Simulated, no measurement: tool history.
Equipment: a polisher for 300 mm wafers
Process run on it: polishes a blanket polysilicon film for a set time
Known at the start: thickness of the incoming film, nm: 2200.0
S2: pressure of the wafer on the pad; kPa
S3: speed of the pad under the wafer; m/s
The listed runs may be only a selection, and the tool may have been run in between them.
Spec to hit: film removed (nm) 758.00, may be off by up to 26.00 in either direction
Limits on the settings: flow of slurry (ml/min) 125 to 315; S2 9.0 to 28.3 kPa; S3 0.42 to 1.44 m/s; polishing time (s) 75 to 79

Run 1, day 0.000: flow of slurry (ml/min) 205, S2 18.6 kPa, S3 0.92 m/s, polishing time (s) 75. Result: film removed (nm) 495.52.
Run 2, day 0.146: flow of slurry (ml/min) 205, S2 18.6 kPa, S3 0.92 m/s, polishing time (s) 79. Result: film removed (nm) 518.13.
Run 3, day 0.238: flow of slurry (ml/min) 205, S2 18.6 kPa, S3 0.72 m/s, polishing time (s) 79. Result: film removed (nm) 412.88.
Run 4, day 0.312: flow of slurry (ml/min) 205, S2 22.1 kPa, S3 0.72 m/s, polishing time (s) 79. Result: film removed (nm) 477.62.
Run 5, day 0.612: flow of slurry (ml/min) 205, S2 19.3 kPa, S3 0.72 m/s, polishing time (s) 79. Result: film removed (nm) 420.55.
Run 6, day 0.833: flow of slurry (ml/min) 185, S2 19.3 kPa, S3 0.72 m/s, polishing time (s) 79. Result: film removed (nm) 415.20.
Run 7, day 1.038: flow of slurry (ml/min) 200, S2 24.1 kPa, S3 0.84 m/s, polishing time (s) 79. Result: film removed (nm) 618.18.
Run 8, day 1.200: flow of slurry (ml/min) 200, S2 24.8 kPa, S3 0.84 m/s, polishing time (s) 79. Result: film removed (nm) 633.45.
Run 9, day 1.354: flow of slurry (ml/min) 200, S2 25.5 kPa, S3 0.84 m/s, polishing time (s) 79. Result: film removed (nm) 648.33.

Consider the 4 candidate settings below. Which is the only one whose results all fall within their allowed miss of target?
Run A, day 1.508: flow of slurry (ml/min) 215, S2 26.9 kPa, S3 0.90 m/s, polishing time (s) 75. Result: film removed (nm) ?.
Run B, day 1.508: flow of slurry (ml/min) 260, S2 26.2 kPa, S3 0.92 m/s, polishing time (s) 79. Result: film removed (nm) ?.
Run C, day 1.508: flow of slurry (ml/min) 200, S2 24.8 kPa, S3 0.94 m/s, polishing time (s) 79. Result: film removed (nm) ?.
Run D, day 1.508: flow of slurry (ml/min) 190, S2 26.9 kPa, S3 0.86 m/s, polishing time (s) 78. Result: film removed (nm) ?.

move  film removed (nm)
   A             702.76
   B             752.48
   C             707.80
   D             688.85
A: gains on the last run, yet a result remains outside its allowed miss
B: meets every target
C: gains on the last run, yet a result remains outside its allowed miss
D: gains on the last run, yet a result remains outside its allowed miss
B meets every target.

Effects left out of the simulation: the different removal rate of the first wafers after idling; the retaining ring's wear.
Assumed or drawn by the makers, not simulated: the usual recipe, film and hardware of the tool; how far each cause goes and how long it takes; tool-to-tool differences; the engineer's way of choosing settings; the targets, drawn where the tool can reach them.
